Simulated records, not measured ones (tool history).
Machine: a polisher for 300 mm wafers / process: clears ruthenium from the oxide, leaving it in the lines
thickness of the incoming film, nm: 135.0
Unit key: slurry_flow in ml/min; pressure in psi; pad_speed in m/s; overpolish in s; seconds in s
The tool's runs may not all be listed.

{"run": 1, "day": 0.0, "slurry_flow": 170, "pressure": 1.7, "pad_speed": 0.86, "overpolish": 34, "seconds": 209.89}
{"run": 2, "day": 0.279, "slurry_flow": 170, "pressure": 1.7, "pad_speed": 0.86, "overpolish": 34, "seconds": 213.0}
{"run": 3, "day": 0.65, "slurry_flow": 160, "pressure": 1.4, "pad_speed": 0.72, "overpolish": 34, "seconds": 305.15}
{"run": 4, "day": 0.821, "slurry_flow": 155, "pressure": 1.2, "pad_speed": 0.64, "overpolish": 34, "seconds": 399.56}
{"run": 5, "day": 1.158, "slurry_flow": 180, "pressure": 1.2, "pad_speed": 0.64, "overpolish": 34, "seconds": 388.53}
{"run": 6, "day": 1.446, "slurry_flow": 180, "pressure": 1.1, "pad_speed": 0.58, "overpolish": 34, "seconds": 462.21}

For run 7, what comes out?
{"run": 7, "day": 1.746, "slurry_flow": 180, "pressure": 1.0, "pad_speed": 0.54, "overpolish": 34, "seconds": "?"}

Run 7 produced seconds 531.81 s.
